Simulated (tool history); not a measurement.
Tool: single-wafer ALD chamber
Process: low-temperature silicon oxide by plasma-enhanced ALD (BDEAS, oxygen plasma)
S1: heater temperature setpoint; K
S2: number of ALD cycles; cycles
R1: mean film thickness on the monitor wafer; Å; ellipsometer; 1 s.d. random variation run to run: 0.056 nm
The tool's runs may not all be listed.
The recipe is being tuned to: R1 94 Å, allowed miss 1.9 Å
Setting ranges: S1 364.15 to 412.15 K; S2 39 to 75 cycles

run 1 hour=0 | S1=388.15 S2=57 | R1=80.634
run 2 hour=2 | S1=387.15 S2=60 | R1=84.701
run 3 hour=2.8 | S1=396.15 S2=60 | R1=83.345
run 4 hour=10.1 | S1=396.15 S2=65 | R1=89.607
run 5 hour=17.8 | S1=396.15 S2=58 | R1=80.564
run 6 hour=22.8 | S1=394.15 S2=61 | R1=84.753
run 7 hour=29.2 | S1=392.15 S2=63 | R1=89.079
run 8 hour=36.8 | S1=389.15 S2=64 | R1=89.758
run 9 hour=40.2 | S1=388.15 S2=65 | R1=91.842

4 candidate next runs follow, results not yet known. Just one meets every target within its allowed miss. Identify it.
run A hour=43.6 | S1=386.15 S2=67 | R1=?
run B hour=43.6 | S1=400.15 S2=64 | R1=?
run C hour=43.6 | S1=385.15 S2=63 | R1=?
run D hour=43.6 | S1=389.15 S2=70 | R1=?

move=A R1=95.007
move=B R1=88.701
move=C R1=89.479
move=D R1=98.78
A: each result inside its tolerance
B: its largest miss is bigger than the last run's
C: its largest miss is bigger than the last run's
D: takes the result that was furthest off past its target
Go with A: it meets all targets.

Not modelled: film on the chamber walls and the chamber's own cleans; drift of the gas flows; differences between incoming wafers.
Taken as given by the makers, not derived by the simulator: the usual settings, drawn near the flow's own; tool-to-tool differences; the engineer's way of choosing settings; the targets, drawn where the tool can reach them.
